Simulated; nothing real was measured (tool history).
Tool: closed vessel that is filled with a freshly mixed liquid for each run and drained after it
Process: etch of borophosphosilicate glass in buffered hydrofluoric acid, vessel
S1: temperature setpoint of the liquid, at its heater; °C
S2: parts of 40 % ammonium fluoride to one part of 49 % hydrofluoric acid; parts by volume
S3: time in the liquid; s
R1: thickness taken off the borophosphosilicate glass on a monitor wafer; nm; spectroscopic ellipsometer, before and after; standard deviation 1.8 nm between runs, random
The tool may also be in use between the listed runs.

Run 1, hour 0: S1 23 °C, S2 20 parts by volume, S3 105 s. Result: R1 80.883 nm.
Run 2, hour 3.4: S1 24.5 °C, S2 17.5 parts by volume, S3 105 s. Result: R1 102.21 nm.
Run 3, hour 9.4: S1 22 °C, S2 17.5 parts by volume, S3 105 s. Result: R1 89.787 nm.
Run 4, hour 17.6: S1 24 °C, S2 16 parts by volume, S3 105 s. Result: R1 107.07 nm.
Run 5, hour 20.8: S1 26.5 °C, S2 16 parts by volume, S3 105 s. Result: R1 122.64 nm.
Run 6, hour 26.4: S1 26.5 °C, S2 18.5 parts by volume, S3 105 s. Result: R1 108.16 nm.

Expected results for the next run?
Run 7, hour 30.7: S1 27.5 °C, S2 17 parts by volume, S3 105 s. Result: R1 ?.

R1: 124.46 nm
